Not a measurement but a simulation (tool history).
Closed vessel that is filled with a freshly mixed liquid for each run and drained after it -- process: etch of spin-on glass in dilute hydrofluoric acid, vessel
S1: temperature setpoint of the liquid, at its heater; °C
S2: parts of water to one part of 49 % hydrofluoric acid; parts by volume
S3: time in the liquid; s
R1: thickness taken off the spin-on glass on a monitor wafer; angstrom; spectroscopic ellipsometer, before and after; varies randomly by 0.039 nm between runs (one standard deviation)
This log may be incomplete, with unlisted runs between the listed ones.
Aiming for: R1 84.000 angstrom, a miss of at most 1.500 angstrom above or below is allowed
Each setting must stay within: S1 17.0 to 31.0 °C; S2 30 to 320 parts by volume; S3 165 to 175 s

Run 1, hour 0.0: S1 23.0 °C, S2 175 parts by volume, S3 165 s. Result: R1 190.720 angstrom.
Run 2, hour 2.5: S1 23.0 °C, S2 115 parts by volume, S3 165 s. Result: R1 311.590 angstrom.
Run 3, hour 11.4: S1 21.5 °C, S2 145 parts by volume, S3 165 s. Result: R1 222.680 angstrom.
Run 4, hour 20.5: S1 21.5 °C, S2 145 parts by volume, S3 165 s. Result: R1 224.020 angstrom.
Run 5, hour 28.4: S1 20.5 °C, S2 165 parts by volume, S3 165 s. Result: R1 187.060 angstrom.
Run 6, hour 32.7: S1 19.5 °C, S2 185 parts by volume, S3 165 s. Result: R1 156.110 angstrom.
Run 7, hour 34.5: S1 19.0 °C, S2 200 parts by volume, S3 165 s. Result: R1 138.830 angstrom.
Run 8, hour 37.2: S1 18.5 °C, S2 215 parts by volume, S3 165 s. Result: R1 125.890 angstrom.
Run 9, hour 41.3: S1 18.0 °C, S2 225 parts by volume, S3 165 s. Result: R1 115.630 angstrom.
Run 10, hour 46.8: S1 18.0 °C, S2 235 parts by volume, S3 165 s. Result: R1 110.160 angstrom.
Run 11, hour 54.5: S1 18.0 °C, S2 245 parts by volume, S3 165 s. Result: R1 105.270 angstrom.
Run 12, hour 57.8: S1 18.0 °C, S2 250 parts by volume, S3 165 s. Result: R1 101.840 angstrom.
Run 13, hour 63.4: S1 18.0 °C, S2 255 parts by volume, S3 165 s. Result: R1 99.931 angstrom.
Run 14, hour 68.7: S1 18.0 °C, S2 260 parts by volume, S3 165 s. Result: R1 98.894 angstrom.

Which single option among these 4 for the next run brings every result within its allowed miss of target? Just one does.
Run A, hour 74.0: S1 17.0 °C, S2 285 parts by volume, S3 165 s. Result: R1 ?.
Run B, hour 74.0: S1 18.0 °C, S2 315 parts by volume, S3 170 s. Result: R1 ?.
Run C, hour 74.0: S1 17.0 °C, S2 295 parts by volume, S3 165 s. Result: R1 ?.
Run D, hour 74.0: S1 18.0 °C, S2 305 parts by volume, S3 165 s. Result: R1 ?.

move      R1
   A  84.403
   B  79.653
   C  80.858
   D  80.525
A: meets every target
B: the result that was furthest off in the last run now lies on the other side of its target
C: the result that was furthest off in the last run now lies on the other side of its target
D: the result that was furthest off in the last run now lies on the other side of its target
A is the move that brings every result within its allowed miss.

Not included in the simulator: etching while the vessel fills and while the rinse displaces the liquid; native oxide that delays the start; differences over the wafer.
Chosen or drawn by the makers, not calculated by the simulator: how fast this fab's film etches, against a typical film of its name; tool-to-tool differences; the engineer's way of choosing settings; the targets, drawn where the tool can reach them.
